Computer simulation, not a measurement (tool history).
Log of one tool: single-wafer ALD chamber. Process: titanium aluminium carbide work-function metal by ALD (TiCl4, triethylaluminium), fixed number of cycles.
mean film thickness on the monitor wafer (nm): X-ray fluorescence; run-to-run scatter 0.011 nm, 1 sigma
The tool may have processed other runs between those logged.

| run | hour | heater temperature setpoint (K) | triethylaluminium pulse time (s) | mean film thickness on the monitor wafer (nm) |
|---|---|---|---|---|
| 1 | 0 | 593.15 | 14.81 | 2.2714 |
| 2 | 5.5 | 589.15 | 14.81 | 2.2356 |
| 3 | 9.4 | 589.15 | 18.7 | 2.2588 |
| 4 | 10.6 | 579.15 | 18.7 | 2.1672 |
| 5 | 19.6 | 584.15 | 19.23 | 2.1927 |
| 6 | 24 | 584.15 | 21.69 | 2.2079 |
| 7 | 28.9 | 589.15 | 21.85 | 2.2512 |
| 8 | 30.7 | 593.15 | 21.98 | 2.3022 |
| 9 | 32.5 | 596.15 | 22.14 | 2.3219 |
| 10 | 33.3 | 599.15 | 22.27 | 2.3605 |
| 11 | 37.7 | 601.15 | 22.37 | 2.3784 |

Expected results for the next run?
| 12 | 41.5 | 603.15 | 22.46 | ? |

mean film thickness on the monitor wafer (nm): 2.3981

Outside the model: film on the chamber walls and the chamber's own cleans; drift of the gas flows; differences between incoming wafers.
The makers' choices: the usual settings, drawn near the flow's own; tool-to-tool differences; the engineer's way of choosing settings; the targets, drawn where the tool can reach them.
